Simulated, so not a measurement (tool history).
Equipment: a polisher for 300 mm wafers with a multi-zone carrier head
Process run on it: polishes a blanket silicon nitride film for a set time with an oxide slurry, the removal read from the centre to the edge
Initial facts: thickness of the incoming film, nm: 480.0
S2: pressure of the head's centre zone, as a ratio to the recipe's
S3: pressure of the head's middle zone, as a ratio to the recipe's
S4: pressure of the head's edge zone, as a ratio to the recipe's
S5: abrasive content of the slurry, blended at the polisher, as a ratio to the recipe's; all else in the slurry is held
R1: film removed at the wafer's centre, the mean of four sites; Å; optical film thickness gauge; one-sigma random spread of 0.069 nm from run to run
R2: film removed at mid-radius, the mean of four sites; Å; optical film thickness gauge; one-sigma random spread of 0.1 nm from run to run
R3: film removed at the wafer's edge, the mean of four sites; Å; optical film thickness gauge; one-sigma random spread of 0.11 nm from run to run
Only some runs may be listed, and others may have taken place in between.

Run 1, hour 0.0: flow of slurry (ml/min) 315, S2 1.00, S3 1.00, S4 1.00, S5 1.00, polishing time (s) 57. Result: R1 194.450 Å, R2 191.520 Å, R3 189.720 Å.
Run 2, hour 2.7: flow of slurry (ml/min) 315, S2 0.97, S3 1.00, S4 0.96, S5 0.85, polishing time (s) 49. Result: R1 150.970 Å, R2 153.380 Å, R3 144.590 Å.
Run 3, hour 9.8: flow of slurry (ml/min) 305, S2 0.93, S3 0.98, S4 0.94, S5 0.75, polishing time (s) 45. Result: R1 125.730 Å, R2 129.730 Å, R3 128.120 Å.
Run 4, hour 14.5: flow of slurry (ml/min) 315, S2 0.92, S3 0.99, S4 0.92, S5 0.70, polishing time (s) 41. Result: R1 109.620 Å, R2 117.190 Å, R3 110.700 Å.
Run 5, hour 16.3: flow of slurry (ml/min) 315, S2 0.92, S3 0.99, S4 0.92, S5 0.85, polishing time (s) 41. Result: R1 119.940 Å, R2 128.630 Å, R3 122.180 Å.
Run 6, hour 22.5: flow of slurry (ml/min) 320, S2 0.91, S3 0.99, S4 0.90, S5 0.75, polishing time (s) 39. Result: R1 106.910 Å, R2 115.090 Å, R3 110.910 Å.
Run 7, hour 26.4: flow of slurry (ml/min) 320, S2 0.91, S3 1.00, S4 0.88, S5 0.70, polishing time (s) 38. Result: R1 101.150 Å, R2 109.790 Å, R3 101.960 Å.
Run 8, hour 30.1: flow of slurry (ml/min) 320, S2 0.90, S3 1.00, S4 0.87, S5 0.65, polishing time (s) 37. Result: R1 92.604 Å, R2 104.470 Å, R3 95.545 Å.
Run 9, hour 37.2: flow of slurry (ml/min) 320, S2 0.90, S3 0.99, S4 0.86, S5 0.60, polishing time (s) 37. Result: R1 90.868 Å, R2 100.470 Å, R3 93.709 Å.
Run 10, hour 39.2: flow of slurry (ml/min) 310, S2 0.89, S3 1.00, S4 0.81, S5 0.50, polishing time (s) 33. Result: R1 71.421 Å, R2 80.395 Å, R3 70.757 Å.
Run 11, hour 45.5: flow of slurry (ml/min) 345, S2 0.89, S3 1.00, S4 0.82, S5 0.50, polishing time (s) 33. Result: R1 71.198 Å, R2 80.950 Å, R3 73.767 Å.

The next listed run, before its measurement:
Run 12, hour 50.7: flow of slurry (ml/min) 340, S2 0.90, S3 1.01, S4 0.85, S5 0.50, polishing time (s) 33. Result: R1 ?, R2 ?, R3 ?.

{"run 12": {"R1": 74.256, "R2": 81.188, "R3": 73.787}}
